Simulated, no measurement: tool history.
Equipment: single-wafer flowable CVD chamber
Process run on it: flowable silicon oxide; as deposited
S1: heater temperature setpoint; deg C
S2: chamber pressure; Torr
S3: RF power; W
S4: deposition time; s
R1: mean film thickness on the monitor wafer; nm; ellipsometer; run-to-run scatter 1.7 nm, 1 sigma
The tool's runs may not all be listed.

Run 1, hour 0.0: S1 105 deg C, S2 0.885 Torr, S3 2585 W, S4 664 s. Result: R1 437.24 nm.
Run 2, hour 0.9: S1 104 deg C, S2 0.885 Torr, S3 2585 W, S4 664 s. Result: R1 454.11 nm.
Run 3, hour 8.8: S1 104 deg C, S2 0.885 Torr, S3 2585 W, S4 632 s. Result: R1 433.03 nm.
Run 4, hour 9.5: S1 104 deg C, S2 0.885 Torr, S3 2390 W, S4 632 s. Result: R1 428.70 nm.
Run 5, hour 18.1: S1 104 deg C, S2 0.974 Torr, S3 2390 W, S4 632 s. Result: R1 472.67 nm.
Run 6, hour 26.0: S1 103 deg C, S2 0.974 Torr, S3 2390 W, S4 632 s. Result: R1 490.57 nm.
Run 7, hour 32.8: S1 98 deg C, S2 0.974 Torr, S3 2390 W, S4 632 s. Result: R1 586.89 nm.

The next listed run, before its measurement:
Run 8, hour 37.6: S1 99 deg C, S2 0.974 Torr, S3 2390 W, S4 632 s. Result: R1 ?.

Run 8 produced R1 569.19 nm.

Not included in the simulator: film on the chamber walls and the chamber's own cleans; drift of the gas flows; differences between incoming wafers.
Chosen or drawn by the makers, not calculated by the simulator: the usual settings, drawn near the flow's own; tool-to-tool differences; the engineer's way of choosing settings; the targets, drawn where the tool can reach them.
